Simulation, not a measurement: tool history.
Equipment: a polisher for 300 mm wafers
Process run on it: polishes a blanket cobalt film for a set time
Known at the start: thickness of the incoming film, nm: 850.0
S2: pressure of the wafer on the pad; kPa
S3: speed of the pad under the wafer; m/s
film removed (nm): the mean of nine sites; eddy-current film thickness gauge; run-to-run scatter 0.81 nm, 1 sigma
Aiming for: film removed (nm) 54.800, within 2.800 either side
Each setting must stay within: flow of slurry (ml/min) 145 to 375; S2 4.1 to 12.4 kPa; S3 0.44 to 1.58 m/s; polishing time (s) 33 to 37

{"run": 1, "hour": 0.0, "flow of slurry (ml/min)": 240, "S2": 8.3, "S3": 1.0, "polishing time (s)": 37, "film removed (nm)": 114.61}
{"run": 2, "hour": 4.0, "flow of slurry (ml/min)": 240, "S2": 7.6, "S3": 0.94, "polishing time (s)": 37, "film removed (nm)": 101.86}
{"run": 3, "hour": 8.8, "flow of slurry (ml/min)": 240, "S2": 6.9, "S3": 0.86, "polishing time (s)": 37, "film removed (nm)": 89.684}
{"run": 4, "hour": 9.3, "flow of slurry (ml/min)": 240, "S2": 6.2, "S3": 0.8, "polishing time (s)": 37, "film removed (nm)": 80.474}
{"run": 5, "hour": 15.6, "flow of slurry (ml/min)": 240, "S2": 6.2, "S3": 0.8, "polishing time (s)": 37, "film removed (nm)": 79.291}
{"run": 6, "hour": 18.5, "flow of slurry (ml/min)": 240, "S2": 4.1, "S3": 0.8, "polishing time (s)": 37, "film removed (nm)": 63.367}
{"run": 7, "hour": 20.7, "flow of slurry (ml/min)": 240, "S2": 4.1, "S3": 0.76, "polishing time (s)": 37, "film removed (nm)": 58.142}
{"run": 8, "hour": 25.1, "flow of slurry (ml/min)": 240, "S2": 4.1, "S3": 0.76, "polishing time (s)": 37, "film removed (nm)": 59.694}
{"run": 9, "hour": 28.7, "flow of slurry (ml/min)": 240, "S2": 4.1, "S3": 0.66, "polishing time (s)": 36, "film removed (nm)": 50.824}

5 candidate next runs follow, results not yet known. Just one meets every target within its allowed miss. Identify it.
{"run": "A", "hour": 32.3, "flow of slurry (ml/min)": 340, "S2": 6.2, "S3": 0.48, "polishing time (s)": 33, "film removed (nm)": "?"}
{"run": "B", "hour": 32.3, "flow of slurry (ml/min)": 240, "S2": 4.1, "S3": 0.8, "polishing time (s)": 33, "film removed (nm)": "?"}
{"run": "C", "hour": 32.3, "flow of slurry (ml/min)": 280, "S2": 4.1, "S3": 0.64, "polishing time (s)": 35, "film removed (nm)": "?"}
{"run": "D", "hour": 32.3, "flow of slurry (ml/min)": 300, "S2": 4.1, "S3": 0.68, "polishing time (s)": 33, "film removed (nm)": "?"}
{"run": "E", "hour": 32.3, "flow of slurry (ml/min)": 260, "S2": 4.8, "S3": 0.56, "polishing time (s)": 37, "film removed (nm)": "?"}

move=A film_removed_(nm)=44.622
move=B film_removed_(nm)=56.122
move=C film_removed_(nm)=48.744
move=D film_removed_(nm)=48.982
move=E film_removed_(nm)=48.923
A: its largest miss is bigger than the last run's
B: all results in spec
C: its largest miss is bigger than the last run's
D: its largest miss is bigger than the last run's
E: its largest miss is bigger than the last run's
The right move is B.
